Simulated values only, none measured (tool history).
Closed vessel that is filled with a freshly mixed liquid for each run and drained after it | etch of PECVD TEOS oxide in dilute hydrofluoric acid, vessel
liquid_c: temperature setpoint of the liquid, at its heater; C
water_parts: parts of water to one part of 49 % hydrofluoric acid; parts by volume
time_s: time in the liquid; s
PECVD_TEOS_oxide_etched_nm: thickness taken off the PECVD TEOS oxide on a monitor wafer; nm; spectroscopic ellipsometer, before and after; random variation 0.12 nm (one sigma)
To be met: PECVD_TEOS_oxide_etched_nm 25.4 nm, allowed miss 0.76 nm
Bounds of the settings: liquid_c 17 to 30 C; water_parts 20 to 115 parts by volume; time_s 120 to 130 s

run 1 day=0 | liquid_c=22 water_parts=65 time_s=120 | PECVD_TEOS_oxide_etched_nm=42.047
run 2 day=0.033 | liquid_c=22 water_parts=65 time_s=120 | PECVD_TEOS_oxide_etched_nm=42.025
run 3 day=0.371 | liquid_c=22 water_parts=65 time_s=130 | PECVD_TEOS_oxide_etched_nm=45.387
run 4 day=0.696 | liquid_c=23 water_parts=65 time_s=130 | PECVD_TEOS_oxide_etched_nm=47.054
run 5 day=0.996 | liquid_c=23 water_parts=65 time_s=120 | PECVD_TEOS_oxide_etched_nm=43.707
run 6 day=1.188 | liquid_c=23 water_parts=65 time_s=120 | PECVD_TEOS_oxide_etched_nm=43.691
run 7 day=1.367 | liquid_c=22 water_parts=70 time_s=120 | PECVD_TEOS_oxide_etched_nm=38.708
run 8 day=1.625 | liquid_c=21.5 water_parts=75 time_s=120 | PECVD_TEOS_oxide_etched_nm=34.993
run 9 day=1.871 | liquid_c=21 water_parts=75 time_s=120 | PECVD_TEOS_oxide_etched_nm=34.398
run 10 day=1.954 | liquid_c=20.5 water_parts=75 time_s=120 | PECVD_TEOS_oxide_etched_nm=33.839
run 11 day=2.1 | liquid_c=20 water_parts=75 time_s=120 | PECVD_TEOS_oxide_etched_nm=33.15
run 12 day=2.275 | liquid_c=19.5 water_parts=75 time_s=120 | PECVD_TEOS_oxide_etched_nm=32.488
run 13 day=2.383 | liquid_c=19 water_parts=75 time_s=120 | PECVD_TEOS_oxide_etched_nm=31.665
run 14 day=2.646 | liquid_c=18.5 water_parts=75 time_s=120 | PECVD_TEOS_oxide_etched_nm=30.971
run 15 day=2.792 | liquid_c=17.5 water_parts=80 time_s=120 | PECVD_TEOS_oxide_etched_nm=27.677

Which of these 4 next moves meets every target?
run A day=2.938 | liquid_c=20 water_parts=85 time_s=130 | PECVD_TEOS_oxide_etched_nm=?
run B day=2.938 | liquid_c=19 water_parts=95 time_s=125 | PECVD_TEOS_oxide_etched_nm=?
run C day=2.938 | liquid_c=18.5 water_parts=80 time_s=125 | PECVD_TEOS_oxide_etched_nm=?
run D day=2.938 | liquid_c=18 water_parts=80 time_s=125 | PECVD_TEOS_oxide_etched_nm=?

move=A PECVD_TEOS_oxide_etched_nm=31.129
move=B PECVD_TEOS_oxide_etched_nm=25.406
move=C PECVD_TEOS_oxide_etched_nm=30.038
move=D PECVD_TEOS_oxide_etched_nm=29.41
A: further off than the last run
B: meets every target
C: further off than the last run
D: further off than the last run
The right move is B.
